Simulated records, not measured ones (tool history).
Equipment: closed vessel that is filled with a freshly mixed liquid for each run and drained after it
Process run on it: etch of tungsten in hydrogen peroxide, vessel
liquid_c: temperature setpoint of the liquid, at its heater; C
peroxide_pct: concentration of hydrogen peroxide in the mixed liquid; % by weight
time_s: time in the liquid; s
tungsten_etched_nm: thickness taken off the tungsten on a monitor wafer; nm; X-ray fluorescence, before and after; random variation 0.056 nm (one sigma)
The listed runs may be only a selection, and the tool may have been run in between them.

Run 1, hour 0.0: liquid_c 44.0 C, peroxide_pct 20.0 % by weight, time_s 30 s. Result: tungsten_etched_nm 26.438 nm.
Run 2, hour 1.0: liquid_c 44.0 C, peroxide_pct 20.0 % by weight, time_s 30 s. Result: tungsten_etched_nm 26.453 nm.
Run 3, hour 3.2: liquid_c 44.0 C, peroxide_pct 20.0 % by weight, time_s 30 s. Result: tungsten_etched_nm 26.408 nm.
Run 4, hour 12.0: liquid_c 44.0 C, peroxide_pct 20.0 % by weight, time_s 30 s. Result: tungsten_etched_nm 26.531 nm.
Run 5, hour 19.3: liquid_c 44.0 C, peroxide_pct 20.0 % by weight, time_s 30 s. Result: tungsten_etched_nm 26.246 nm.
Run 6, hour 23.9: liquid_c 41.0 C, peroxide_pct 20.0 % by weight, time_s 30 s. Result: tungsten_etched_nm 21.905 nm.
Run 7, hour 30.3: liquid_c 38.5 C, peroxide_pct 20.0 % by weight, time_s 30 s. Result: tungsten_etched_nm 18.600 nm.
At hour 32.4: new drum of peroxide connected.
Run 8, hour 32.4: liquid_c 37.0 C, peroxide_pct 20.0 % by weight, time_s 30 s. Result: tungsten_etched_nm 17.234 nm.
Run 9, hour 39.7: liquid_c 35.5 C, peroxide_pct 19.5 % by weight, time_s 30 s. Result: tungsten_etched_nm 15.418 nm.
Run 10, hour 44.5: liquid_c 34.5 C, peroxide_pct 19.5 % by weight, time_s 30 s. Result: tungsten_etched_nm 14.363 nm.

Predict the results of run 11:
Run 11, hour 48.8: liquid_c 34.0 C, peroxide_pct 19.5 % by weight, time_s 30 s. Result: tungsten_etched_nm ?.

{"run 11": {"tungsten_etched_nm": 14.009}}

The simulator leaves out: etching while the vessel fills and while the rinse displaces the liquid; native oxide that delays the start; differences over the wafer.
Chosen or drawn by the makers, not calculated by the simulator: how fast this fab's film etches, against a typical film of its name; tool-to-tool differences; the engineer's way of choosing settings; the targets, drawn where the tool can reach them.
